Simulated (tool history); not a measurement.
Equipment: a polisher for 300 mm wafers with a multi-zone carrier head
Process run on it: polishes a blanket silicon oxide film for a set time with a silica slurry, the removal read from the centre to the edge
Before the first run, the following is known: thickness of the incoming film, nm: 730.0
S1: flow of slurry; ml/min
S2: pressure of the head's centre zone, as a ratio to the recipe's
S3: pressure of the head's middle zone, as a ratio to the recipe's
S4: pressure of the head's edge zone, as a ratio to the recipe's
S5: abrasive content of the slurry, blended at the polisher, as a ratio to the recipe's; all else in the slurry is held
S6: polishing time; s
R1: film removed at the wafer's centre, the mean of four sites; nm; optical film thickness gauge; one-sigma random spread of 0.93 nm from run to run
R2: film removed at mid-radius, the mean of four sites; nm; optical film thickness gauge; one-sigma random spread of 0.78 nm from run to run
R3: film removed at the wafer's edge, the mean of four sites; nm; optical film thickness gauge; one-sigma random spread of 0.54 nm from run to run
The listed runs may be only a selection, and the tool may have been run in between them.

run,day,S1,S2,S3,S4,S5,S6,R1,R2,R3
1,0,215,1,1,1,1,33,105.44,105.87,103.97
2,0.108,215,1,1,1,1.2,33,114.85,116.89,115.31
3,0.45,215,1,1.05,1,1.2,33,112.55,121.97,114.01
4,0.508,215,1,1.05,1,1.2,25,87.754,93.312,86.695
5,0.817,215,1,1.12,1,1.2,25,89.528,97.758,87.273
6,1.188,215,1,1.12,1,1.1,25,83.444,94.029,83.11
7,1.471,180,1.01,1.02,0.9,0.95,25,75.817,77.577,73.687
8,1.754,175,1.01,1,0.9,0.95,25,75.992,75.074,73.01
9,1.804,170,1.01,0.99,0.9,0.95,25,75.015,76.666,72.982

Forecast run 10:
10,2.142,170,1.01,0.97,0.9,0.95,25,?,?,?

Run 10 came out at R1 76.86 nm, R2 75.77 nm, R3 72.306 nm.
